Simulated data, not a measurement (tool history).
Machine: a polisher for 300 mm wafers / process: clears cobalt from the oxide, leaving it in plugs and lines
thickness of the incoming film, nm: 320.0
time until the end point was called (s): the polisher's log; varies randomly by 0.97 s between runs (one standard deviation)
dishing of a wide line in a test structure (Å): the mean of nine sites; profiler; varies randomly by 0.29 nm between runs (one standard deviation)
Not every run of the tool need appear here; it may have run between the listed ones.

| run | hour | flow of slurry (ml/min) | pressure of the wafer on the pad (kPa) | speed of the pad under the wafer (m/s) | overpolish time after the end point (s) | time until the end point was called (s) | dishing of a wide line in a test structure (Å) |
|---|---|---|---|---|---|---|---|
| 1 | 0.0 | 150 | 11.0 | 1.12 | 25 | 76.029 | 378.28 |
| 2 | 1.3 | 145 | 11.0 | 1.12 | 21 | 76.741 | 348.81 |
| 3 | 3.0 | 140 | 11.0 | 1.12 | 18 | 76.760 | 337.91 |
| 4 | 3.9 | 130 | 11.0 | 1.12 | 16 | 77.019 | 319.20 |
| 5 | 4.9 | 160 | 11.0 | 1.12 | 16 | 75.537 | 326.06 |
|  | 5.6 | head pressure recalibrated |
| 6 | 5.6 | 160 | 11.0 | 1.00 | 16 | 86.281 | 313.84 |

Estimate the outcome of run 7 from the log above:
| 7 | 7.1 | 160 | 11.0 | 1.00 | 14 | ? | ? |

{"run 7": {"time until the end point was called (s)": 86.295, "dishing of a wide line in a test structure (Å)": 296.1}}
